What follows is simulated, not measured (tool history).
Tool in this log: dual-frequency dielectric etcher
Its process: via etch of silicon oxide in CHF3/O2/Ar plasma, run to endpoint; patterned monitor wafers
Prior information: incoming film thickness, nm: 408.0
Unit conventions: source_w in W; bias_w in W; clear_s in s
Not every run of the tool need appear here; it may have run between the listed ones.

run 1 hour=0.0 | source_w=900 bias_w=171 | clear_s=172.24
run 2 hour=4.1 | source_w=800 bias_w=171 | clear_s=178.75
run 3 hour=11.1 | source_w=860 bias_w=177 | clear_s=172.44
run 4 hour=14.3 | source_w=970 bias_w=177 | clear_s=167.18
run 5 hour=18.4 | source_w=970 bias_w=159 | clear_s=172.95
run 6 hour=24.6 | source_w=910 bias_w=159 | clear_s=176.01
run 7 hour=33.0 | source_w=910 bias_w=159 | clear_s=176.25

Run 8 has not been measured yet. What should we expect?
run 8 hour=40.5 | source_w=960 bias_w=167 | clear_s=?

Run 8 came out at clear_s 169.91 s.
